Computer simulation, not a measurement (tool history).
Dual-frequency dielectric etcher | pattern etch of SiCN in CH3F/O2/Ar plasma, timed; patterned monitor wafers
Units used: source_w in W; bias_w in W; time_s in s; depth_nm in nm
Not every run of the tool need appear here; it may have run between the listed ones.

run	hour	source_w	bias_w	time_s	depth_nm
1	0	410	62	93	33.405
2	6.9	390	61	93	32.559
3	14.7	370	61	93	32.133
4	21.2	370	67	93	32.812
5	27.9	340	67	93	31.921
6	36	340	74	93	32.884

Run 7, settings as shown, results not yet in. Your forecast:
7	36.7	320	73	93	?

depth_nm: 32.178 nm

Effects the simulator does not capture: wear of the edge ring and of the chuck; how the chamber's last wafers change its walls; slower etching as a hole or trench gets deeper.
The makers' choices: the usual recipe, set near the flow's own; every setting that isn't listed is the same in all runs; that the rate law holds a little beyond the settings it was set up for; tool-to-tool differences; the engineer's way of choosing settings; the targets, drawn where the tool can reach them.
